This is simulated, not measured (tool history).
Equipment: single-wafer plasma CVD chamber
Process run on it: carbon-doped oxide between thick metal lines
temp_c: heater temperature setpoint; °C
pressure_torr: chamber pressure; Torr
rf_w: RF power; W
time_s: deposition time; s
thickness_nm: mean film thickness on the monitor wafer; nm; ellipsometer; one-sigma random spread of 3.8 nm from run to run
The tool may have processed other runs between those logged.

run  hour  temp_c  pressure_torr  rf_w  time_s  thickness_nm
  1   0.0     340           5.68   420     149        691.16
  2   3.5     339           5.85   440     149        723.14
  3  10.4     338           6.03   450     149        747.85
  4  13.0     332           6.03   450     149        765.15
  5  21.7     331           6.12   450     149        768.32
  6  24.4     331           6.12   390     149        666.26
  7  26.9     330           6.20   410     149        708.79
  8  31.1     330           6.20   410     149        700.25

Run 9 comes next. What will it give?
  9  38.9     329           6.25   425     149             ?

{"run 9": {"thickness_nm": 729.99}}

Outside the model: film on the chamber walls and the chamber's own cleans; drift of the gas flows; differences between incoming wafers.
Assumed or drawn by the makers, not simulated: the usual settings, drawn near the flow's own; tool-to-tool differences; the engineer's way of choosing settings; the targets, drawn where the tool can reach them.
